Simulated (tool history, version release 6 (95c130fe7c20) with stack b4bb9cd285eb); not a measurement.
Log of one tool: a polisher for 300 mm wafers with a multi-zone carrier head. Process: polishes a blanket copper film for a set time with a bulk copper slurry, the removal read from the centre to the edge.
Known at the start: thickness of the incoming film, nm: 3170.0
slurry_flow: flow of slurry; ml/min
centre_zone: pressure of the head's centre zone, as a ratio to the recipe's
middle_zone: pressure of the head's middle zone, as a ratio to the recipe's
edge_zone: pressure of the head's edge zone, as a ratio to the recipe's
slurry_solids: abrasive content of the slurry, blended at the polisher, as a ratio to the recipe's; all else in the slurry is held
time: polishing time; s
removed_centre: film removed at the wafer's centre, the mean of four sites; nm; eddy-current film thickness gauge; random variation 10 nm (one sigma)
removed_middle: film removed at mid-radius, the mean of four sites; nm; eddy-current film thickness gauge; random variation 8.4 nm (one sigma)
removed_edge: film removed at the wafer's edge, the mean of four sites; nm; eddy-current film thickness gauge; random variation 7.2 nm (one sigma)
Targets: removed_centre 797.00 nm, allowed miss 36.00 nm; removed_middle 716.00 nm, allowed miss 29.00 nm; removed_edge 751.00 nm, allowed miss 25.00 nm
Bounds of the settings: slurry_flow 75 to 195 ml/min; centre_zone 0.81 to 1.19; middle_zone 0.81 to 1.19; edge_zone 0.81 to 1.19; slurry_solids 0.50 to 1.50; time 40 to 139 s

run	hour	slurry_flow	centre_zone	middle_zone	edge_zone	slurry_solids	time	removed_centre	removed_middle	removed_edge
1	0.0	125	1.00	1.00	1.00	1.00	89	972.71	986.75	1003.30
2	4.4	125	1.00	0.94	1.00	1.00	89	992.31	968.89	1000.80
3	12.9	125	1.00	0.94	1.00	1.00	111	1213.10	1198.30	1242.00
4	20.0	125	1.00	1.02	1.00	1.00	111	1226.90	1263.20	1239.30
5	25.0	125	1.00	1.02	1.00	1.00	125	1390.60	1412.20	1387.00
6	27.5	125	1.00	1.02	1.08	1.00	125	1352.40	1417.30	1454.40
7	31.4	120	1.01	1.00	1.06	0.95	118	1278.70	1277.20	1341.30
8	39.0	120	1.01	1.00	1.04	0.90	112	1197.80	1205.20	1230.50
9	44.0	115	1.01	0.99	1.03	0.85	107	1151.20	1127.40	1170.40
10	44.9	110	1.01	0.98	1.02	0.80	102	1049.10	1038.90	1079.10
11	49.6	110	1.01	0.97	1.01	0.75	99	1020.30	994.78	1039.60
12	56.0	110	1.01	0.96	1.00	0.70	96	954.12	934.86	981.33
13	56.7	110	1.02	0.95	0.98	0.65	94	948.35	909.43	939.74
14	65.6	110	1.02	0.94	0.97	0.65	92	920.25	894.67	929.72
15	68.5	110	1.03	0.93	0.96	0.65	90	903.63	857.89	897.81
16	74.3	110	1.04	0.92	0.95	0.65	89	915.91	847.33	885.80
17	83.0	105	1.04	0.91	0.94	0.65	88	878.66	832.28	841.61
18	84.8	105	1.04	0.91	0.94	0.65	88	878.22	840.24	863.68
19	89.9	105	1.05	0.90	0.94	0.65	87	877.56	802.89	859.98
20	91.0	100	1.05	0.89	0.93	0.65	87	880.03	803.30	842.24
21	95.4	100	1.05	0.88	0.92	0.65	87	877.24	790.54	836.34
22	97.3	100	1.05	0.87	0.91	0.65	87	887.35	800.80	829.08

4 next moves are on the table. One of them brings every result within its allowed miss. Which?
A	99.2	100	1.16	0.84	0.86	0.70	80	?	?	?
B	99.2	75	1.05	0.85	0.81	0.55	90	?	?	?
C	99.2	115	0.82	1.10	0.81	0.90	85	?	?	?
D	99.2	140	1.14	0.92	0.85	0.80	75	?	?	?

move	removed_centre	removed_middle	removed_edge
A	894.15	712.69	754.93
B	795.50	714.28	751.39
C	730.61	949.98	836.76
D	918.01	772.05	759.00
A: brings the result that was furthest off to its target, and leaves another outside
B: meets every target
C: further off than the last run
D: brings the result that was furthest off to its target, and leaves another outside
Move B is the one to make.
